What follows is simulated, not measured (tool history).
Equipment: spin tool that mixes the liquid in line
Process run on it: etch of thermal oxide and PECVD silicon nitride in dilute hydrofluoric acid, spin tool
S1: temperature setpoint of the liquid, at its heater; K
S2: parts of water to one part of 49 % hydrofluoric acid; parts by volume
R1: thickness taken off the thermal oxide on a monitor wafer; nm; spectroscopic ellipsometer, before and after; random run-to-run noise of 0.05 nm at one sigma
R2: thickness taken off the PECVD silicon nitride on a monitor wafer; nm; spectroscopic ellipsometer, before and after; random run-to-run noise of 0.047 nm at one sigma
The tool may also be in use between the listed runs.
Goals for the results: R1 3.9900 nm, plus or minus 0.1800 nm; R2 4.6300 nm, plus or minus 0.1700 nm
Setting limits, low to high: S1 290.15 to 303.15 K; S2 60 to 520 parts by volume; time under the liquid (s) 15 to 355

{"run": 1, "hour": 0.0, "S1": 295.15, "S2": 290, "time under the liquid (s)": 180, "R1": 2.1117, "R2": 2.7786}
{"run": 2, "hour": 8.2, "S1": 295.65, "S2": 250, "time under the liquid (s)": 175, "R1": 2.5419, "R2": 3.2258}
{"run": 3, "hour": 10.1, "S1": 299.15, "S2": 250, "time under the liquid (s)": 175, "R1": 2.8679, "R2": 4.0092}
{"run": 4, "hour": 12.7, "S1": 301.15, "S2": 250, "time under the liquid (s)": 175, "R1": 3.0392, "R2": 4.452}
{"run": 5, "hour": 13.7, "S1": 300.15, "S2": 220, "time under the liquid (s)": 170, "R1": 3.4299, "R2": 4.6896}
{"run": 6, "hour": 19.8, "S1": 299.65, "S2": 205, "time under the liquid (s)": 165, "R1": 3.525, "R2": 4.6355}
{"run": 7, "hour": 23.9, "S1": 299.15, "S2": 195, "time under the liquid (s)": 160, "R1": 3.4482, "R2": 4.6588}
{"run": 8, "hour": 26.4, "S1": 298.15, "S2": 180, "time under the liquid (s)": 160, "R1": 3.757, "R2": 4.7189}

Which single option among these 5 for the next run brings every result within its allowed miss of target? Just one does.
{"run": "A", "hour": 28.9, "S1": 300.65, "S2": 155, "time under the liquid (s)": 115, "R1": "?", "R2": "?"}
{"run": "B", "hour": 28.9, "S1": 299.65, "S2": 170, "time under the liquid (s)": 150, "R1": "?", "R2": "?"}
{"run": "C", "hour": 28.9, "S1": 296.15, "S2": 150, "time under the liquid (s)": 150, "R1": "?", "R2": "?"}
{"run": "D", "hour": 28.9, "S1": 297.65, "S2": 190, "time under the liquid (s)": 185, "R1": "?", "R2": "?"}
{"run": "E", "hour": 28.9, "S1": 298.65, "S2": 220, "time under the liquid (s)": 200, "R1": "?", "R2": "?"}

move=A R1=3.5675 R2=4.7358
move=B R1=4.0164 R2=5.2897
move=C R1=4.0823 R2=4.7904
move=D R1=4.0244 R2=5.1492
move=E R1=3.7711 R2=5.1216
A: its largest miss is bigger than the last run's
B: meets the target for the result that was furthest off, but another lies outside its allowed miss
C: each result inside its tolerance
D: meets the target for the result that was furthest off, but another lies outside its allowed miss
E: its largest miss is bigger than the last run's
The right move is C.

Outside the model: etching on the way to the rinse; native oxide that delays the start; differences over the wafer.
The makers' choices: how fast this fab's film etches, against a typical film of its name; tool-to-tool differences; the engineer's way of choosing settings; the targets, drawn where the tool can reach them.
